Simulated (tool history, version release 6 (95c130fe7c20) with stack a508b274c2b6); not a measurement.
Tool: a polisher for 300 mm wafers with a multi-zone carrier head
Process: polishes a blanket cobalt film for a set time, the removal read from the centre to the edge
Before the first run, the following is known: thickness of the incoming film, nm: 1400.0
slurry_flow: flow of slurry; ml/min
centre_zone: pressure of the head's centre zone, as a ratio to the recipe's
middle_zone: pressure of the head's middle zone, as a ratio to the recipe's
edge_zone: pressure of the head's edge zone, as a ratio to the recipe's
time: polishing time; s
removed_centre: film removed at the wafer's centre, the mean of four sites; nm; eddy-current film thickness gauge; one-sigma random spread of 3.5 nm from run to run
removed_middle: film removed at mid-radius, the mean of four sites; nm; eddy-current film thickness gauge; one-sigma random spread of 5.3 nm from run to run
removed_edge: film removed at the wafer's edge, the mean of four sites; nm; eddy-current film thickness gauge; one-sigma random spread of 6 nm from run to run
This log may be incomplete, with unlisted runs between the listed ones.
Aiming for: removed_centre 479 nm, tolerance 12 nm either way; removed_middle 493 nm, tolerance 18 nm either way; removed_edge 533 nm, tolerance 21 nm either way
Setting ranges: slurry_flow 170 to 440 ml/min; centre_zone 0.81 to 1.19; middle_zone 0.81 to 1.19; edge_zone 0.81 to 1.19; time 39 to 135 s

run  hour  slurry_flow  centre_zone  middle_zone  edge_zone  time  removed_centre  removed_middle  removed_edge
  1     0          280            1            1          1    87          431.68          435.93        432.71
  2   2.1          280            1            1          1    97          478.52           487.2        480.04
  3   7.8          280         0.99         0.99       1.04    98          479.88          484.42        498.98
  4   8.8          280         0.91         0.99       1.04    98          441.71          485.94        493.94
  5  16.2          295         0.92         0.99       1.06    98          453.21           487.2        496.83
  6  20.1          250         0.92         0.99       1.06    98          439.33          467.72        491.99
  7  23.7          270         0.93         0.99       1.08    99          449.96          475.76        499.12
  8  32.1          280         0.93         0.98       1.09   100           458.7          492.05         507.8
  9  35.1          275         0.93         0.97        1.1   101          459.92          487.36        519.22

Exactly one of the 5 candidate moves below puts every result within its allowed miss. Which one?
  A  38.1          235         0.83         0.98        1.1   104               ?               ?             ?
  B  38.1          245         0.93         0.95       1.15    98               ?               ?             ?
  C  38.1          330         0.94         0.96       1.12   101               ?               ?             ?
  D  38.1          240         0.93         0.88       1.11   103               ?               ?             ?
  E  38.1          240         0.88          0.9       1.08   106               ?               ?             ?

move  removed_centre  removed_middle  removed_edge
   A          418.36          511.59        523.41
   B          444.13           472.8        506.32
   C          476.51          504.29        525.21
   D          465.53          468.97        522.22
   E          453.17           490.7        529.92
A: its largest miss is bigger than the last run's
B: its largest miss is bigger than the last run's
C: meets every target
D: better than the last run, though not everything is in spec
E: its largest miss is bigger than the last run's
Correct choice: C, which meets every target

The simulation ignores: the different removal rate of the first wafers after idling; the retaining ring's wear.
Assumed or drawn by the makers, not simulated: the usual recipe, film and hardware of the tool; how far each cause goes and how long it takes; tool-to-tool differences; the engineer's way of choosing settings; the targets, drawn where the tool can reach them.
